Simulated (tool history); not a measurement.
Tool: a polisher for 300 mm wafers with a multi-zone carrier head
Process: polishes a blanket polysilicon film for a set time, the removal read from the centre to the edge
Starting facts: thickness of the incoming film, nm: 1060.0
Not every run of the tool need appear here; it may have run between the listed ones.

run	hour	flow of slurry (ml/min)	pressure of the head's centre zone	pressure of the head's middle zone	pressure of the head's edge zone	polishing time (s)	film removed at the wafer's centre (Å)	film removed at mid-radius (Å)	film removed at the wafer's edge (Å)
1	0.0	180	1.00	1.00	1.00	44	4520.2	4561.0	4337.5
2	6.2	180	1.00	1.00	1.00	39	4004.2	3994.0	3819.8
3	11.4	165	0.94	1.02	1.00	38	3671.7	3878.8	3734.5
4	17.1	165	0.94	1.02	1.00	33	3177.9	3345.9	3260.0
5	24.4	160	0.90	1.06	1.01	33	2993.6	3481.4	3293.1
6	31.7	160	0.90	1.06	1.06	33	3052.3	3517.9	3271.5

Expected results for the next run?
7	32.4	155	0.87	1.07	1.06	34	?	?	?

film removed at the wafer's centre (Å): 2957.6
film removed at mid-radius (Å): 3622.7
film removed at the wafer's edge (Å): 3374.5

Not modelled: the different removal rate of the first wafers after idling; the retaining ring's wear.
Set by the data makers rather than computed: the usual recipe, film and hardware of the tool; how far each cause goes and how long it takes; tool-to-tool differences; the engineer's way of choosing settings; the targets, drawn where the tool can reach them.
